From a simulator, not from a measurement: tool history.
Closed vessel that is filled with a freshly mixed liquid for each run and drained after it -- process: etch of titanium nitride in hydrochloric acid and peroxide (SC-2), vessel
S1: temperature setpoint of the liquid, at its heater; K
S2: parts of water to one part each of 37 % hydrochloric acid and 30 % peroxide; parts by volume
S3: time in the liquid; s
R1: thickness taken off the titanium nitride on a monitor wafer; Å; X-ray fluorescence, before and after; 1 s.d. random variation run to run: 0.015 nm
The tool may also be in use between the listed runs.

{"run": 1, "hour": 0.0, "S1": 320.15, "S2": 5, "S3": 95, "R1": 23.726}
{"run": 2, "hour": 5.7, "S1": 326.15, "S2": 5, "S3": 95, "R1": 35.343}
{"run": 3, "hour": 12.5, "S1": 323.15, "S2": 5, "S3": 95, "R1": 28.868}
{"run": 4, "hour": 19.9, "S1": 321.15, "S2": 5, "S3": 95, "R1": 25.826}
{"run": 5, "hour": 27.3, "S1": 319.15, "S2": 5, "S3": 95, "R1": 21.913}
{"run": 6, "hour": 32.3, "S1": 318.15, "S2": 5, "S3": 95, "R1": 20.507}
{"run": 7, "hour": 41.5, "S1": 317.15, "S2": 5, "S3": 95, "R1": 19.139}

Run 8 is up next; what results do you expect?
{"run": 8, "hour": 44.2, "S1": 316.65, "S2": 5, "S3": 95, "R1": "?"}

R1: 18.317 Å

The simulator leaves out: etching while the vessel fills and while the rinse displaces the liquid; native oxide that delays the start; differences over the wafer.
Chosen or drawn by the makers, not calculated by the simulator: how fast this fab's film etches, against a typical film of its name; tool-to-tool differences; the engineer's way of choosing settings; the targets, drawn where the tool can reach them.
